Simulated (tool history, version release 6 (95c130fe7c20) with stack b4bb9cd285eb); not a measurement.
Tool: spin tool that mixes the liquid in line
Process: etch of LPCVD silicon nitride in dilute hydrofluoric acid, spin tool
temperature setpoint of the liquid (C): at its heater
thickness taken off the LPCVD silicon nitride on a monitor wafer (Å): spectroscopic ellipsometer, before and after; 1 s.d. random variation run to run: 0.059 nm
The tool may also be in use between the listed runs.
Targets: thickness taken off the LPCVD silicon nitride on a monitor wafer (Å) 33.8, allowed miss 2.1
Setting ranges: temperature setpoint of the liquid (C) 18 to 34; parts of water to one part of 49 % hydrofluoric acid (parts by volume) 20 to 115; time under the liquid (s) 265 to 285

run,hour,temperature setpoint of the liquid (C),parts of water to one part of 49 % hydrofluoric acid (parts by volume),time under the liquid (s),thickness taken off the LPCVD silicon nitride on a monitor wafer (Å)
1,0,26,65,265,20.759
2,2.4,27,65,265,21.209
3,6.2,28,65,265,22.424
4,8.8,28.5,65,265,23.73
5,12,29,65,265,24.263
6,12.8,29.5,65,265,24.691
7,15.7,30,65,265,26.163
8,23.1,30.5,65,265,27.404
9,28.3,31,65,265,28.215

5 next moves are on the table. One of them brings every result within its allowed miss. Which?
A,33.5,29.5,55,265,?
B,33.5,33,75,270,?
C,33.5,30.5,65,280,?
D,33.5,30,55,285,?
E,33.5,30.5,65,285,?

move,thickness taken off the LPCVD silicon nitride on a monitor wafer (Å)
A,29.57
B,27.725
C,28.265
D,32.859
E,28.77
A: moves toward the targets from the last run without getting all of them in spec
B: misses by more than the last run did
C: neither nearer nor further off than the last run
D: in spec on every target
E: moves toward the targets from the last run without getting all of them in spec
D is the move that brings every result within its allowed miss.

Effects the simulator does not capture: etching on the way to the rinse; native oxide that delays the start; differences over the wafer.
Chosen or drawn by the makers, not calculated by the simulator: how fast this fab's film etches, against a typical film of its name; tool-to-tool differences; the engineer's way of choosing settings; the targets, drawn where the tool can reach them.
